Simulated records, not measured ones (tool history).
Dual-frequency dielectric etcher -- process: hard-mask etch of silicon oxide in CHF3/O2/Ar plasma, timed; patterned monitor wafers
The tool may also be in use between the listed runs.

run,hour,source power (W),bias power (W),etch time (s),mean etch depth across the wafer (nm)
1,0,610,183,9,18.572
2,6.8,610,155,9,17.693
3,9.8,610,155,8,15.754
4,15.7,550,155,8,15.195
5,22.4,560,156,8,15.354
6,31.4,560,156,8,15.328
7,32.9,570,157,8,15.52
8,39,580,158,8,15.49

The next listed run, before its measurement:
9,47.1,590,159,8,?

{"run 9": {"mean etch depth across the wafer (nm)": 15.746}}
